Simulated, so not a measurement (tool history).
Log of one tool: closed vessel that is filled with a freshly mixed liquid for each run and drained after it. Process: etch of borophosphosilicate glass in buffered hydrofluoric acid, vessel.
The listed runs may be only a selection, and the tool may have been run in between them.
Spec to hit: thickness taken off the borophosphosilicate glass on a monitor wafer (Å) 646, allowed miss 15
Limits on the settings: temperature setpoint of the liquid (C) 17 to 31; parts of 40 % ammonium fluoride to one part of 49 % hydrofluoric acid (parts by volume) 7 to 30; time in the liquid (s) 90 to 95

run,day,temperature setpoint of the liquid (C),parts of 40 % ammonium fluoride to one part of 49 % hydrofluoric acid (parts by volume),time in the liquid (s),thickness taken off the borophosphosilicate glass on a monitor wafer (Å)
1,0,23,19,90,924.3
2,0.088,25.5,19,90,1057.5
3,0.267,25.5,19,95,1124.9
4,0.596,25.5,24,95,934.2
5,0.746,23.5,24,95,836.67
6,1.121,22,24,95,777.31
7,1.354,21,24,95,733.79
8,1.654,20.5,24,95,709.38

Which one of the following 4 next-run settings gets every result inside its allowed miss? There is exactly one.
A,1.954,17,22,95,?
B,1.954,19.5,24,95,?
C,1.954,17.5,20,95,?
D,1.954,21.5,27.5,90,?

move,thickness taken off the borophosphosilicate glass on a monitor wafer (Å)
A,620.43
B,672.16
C,681.87
D,647.46
A: pushes the last run's worst result past its target
B: moves toward the targets from the last run without getting all of them in spec
C: moves toward the targets from the last run without getting all of them in spec
D: every result within its allowed miss
D is the move that brings every result within its allowed miss.
